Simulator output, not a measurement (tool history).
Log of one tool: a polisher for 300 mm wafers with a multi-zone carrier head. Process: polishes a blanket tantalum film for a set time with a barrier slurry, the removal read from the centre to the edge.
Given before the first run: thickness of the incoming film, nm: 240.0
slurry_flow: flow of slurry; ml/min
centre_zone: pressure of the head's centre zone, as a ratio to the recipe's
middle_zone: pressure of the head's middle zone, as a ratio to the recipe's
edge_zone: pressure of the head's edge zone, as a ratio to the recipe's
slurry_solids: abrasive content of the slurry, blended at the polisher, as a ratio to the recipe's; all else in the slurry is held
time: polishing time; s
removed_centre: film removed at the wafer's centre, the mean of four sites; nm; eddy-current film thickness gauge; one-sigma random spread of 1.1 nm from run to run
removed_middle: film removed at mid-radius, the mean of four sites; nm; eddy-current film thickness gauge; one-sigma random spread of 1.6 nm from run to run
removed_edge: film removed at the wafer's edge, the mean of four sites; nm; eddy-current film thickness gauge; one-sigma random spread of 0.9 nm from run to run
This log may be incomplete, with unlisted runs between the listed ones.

run 1 hour=0 | slurry_flow=300 centre_zone=1 middle_zone=1 edge_zone=1 slurry_solids=1 time=54 | removed_centre=82.062 removed_middle=94.409 removed_edge=95.642
run 2 hour=8.3 | slurry_flow=355 centre_zone=1 middle_zone=1 edge_zone=1 slurry_solids=1 time=54 | removed_centre=86.285 removed_middle=96.071 removed_edge=97.061
run 3 hour=11.2 | slurry_flow=345 centre_zone=1.02 middle_zone=1.03 edge_zone=1.04 slurry_solids=1.15 time=57 | removed_centre=92.506 removed_middle=107.49 removed_edge=108.08
run 4 hour=17 | slurry_flow=355 centre_zone=1.06 middle_zone=1.05 edge_zone=1.07 slurry_solids=1.25 time=59 | removed_centre=101.49 removed_middle=111.11 removed_edge=114.12
run 5 hour=19.7 | slurry_flow=355 centre_zone=1.01 middle_zone=1.05 edge_zone=1.07 slurry_solids=1.25 time=59 | removed_centre=98.14 removed_middle=113.14 removed_edge=113.94
run 6 hour=25.4 | slurry_flow=395 centre_zone=1.01 middle_zone=1.05 edge_zone=1.07 slurry_solids=1.25 time=59 | removed_centre=97.898 removed_middle=113.68 removed_edge=114.2

Forecast run 7:
run 7 hour=27.5 | slurry_flow=395 centre_zone=1.03 middle_zone=1.06 edge_zone=1.08 slurry_solids=1.35 time=61 | removed_centre=? removed_middle=? removed_edge=?

{"run 7": {"removed_centre": 104.76, "removed_middle": 119.06, "removed_edge": 120.9}}

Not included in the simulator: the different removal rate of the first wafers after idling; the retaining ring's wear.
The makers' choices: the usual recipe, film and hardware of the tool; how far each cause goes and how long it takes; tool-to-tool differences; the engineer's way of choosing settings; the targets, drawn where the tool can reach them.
